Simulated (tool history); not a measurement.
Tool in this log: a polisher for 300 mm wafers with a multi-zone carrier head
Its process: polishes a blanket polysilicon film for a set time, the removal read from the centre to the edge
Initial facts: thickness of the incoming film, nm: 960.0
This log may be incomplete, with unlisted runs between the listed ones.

| run | day | flow of slurry (ml/min) | pressure of the head's centre zone | pressure of the head's middle zone | pressure of the head's edge zone | polishing time (s) | film removed at the wafer's centre (nm) | film removed at mid-radius (nm) | film removed at the wafer's edge (nm) |
|---|---|---|---|---|---|---|---|---|---|
| 1 | 0 | 265 | 1 | 1 | 1 | 50 | 320.5 | 313.88 | 316.87 |
| 2 | 0.192 | 250 | 0.96 | 0.95 | 1.02 | 50 | 305.95 | 305.46 | 329.2 |
| 3 | 0.238 | 250 | 0.96 | 0.91 | 1.02 | 50 | 301.22 | 291.65 | 325.94 |
| 4 | 0.317 | 250 | 0.96 | 0.91 | 1.02 | 45 | 275.07 | 261.53 | 286.61 |
| 5 | 0.479 | 250 | 0.96 | 0.91 | 0.94 | 45 | 273.26 | 270.64 | 284.31 |
| 6 | 0.738 | 245 | 0.94 | 0.88 | 0.97 | 46 | 270.06 | 262.83 | 290.5 |

What does the tool deliver on the next run?
| 7 | 0.975 | 240 | 0.93 | 0.87 | 1 | 47 | ? | ? | ? |

film removed at the wafer's centre (nm): 275.68
film removed at mid-radius (nm): 263.01
film removed at the wafer's edge (nm): 299.45
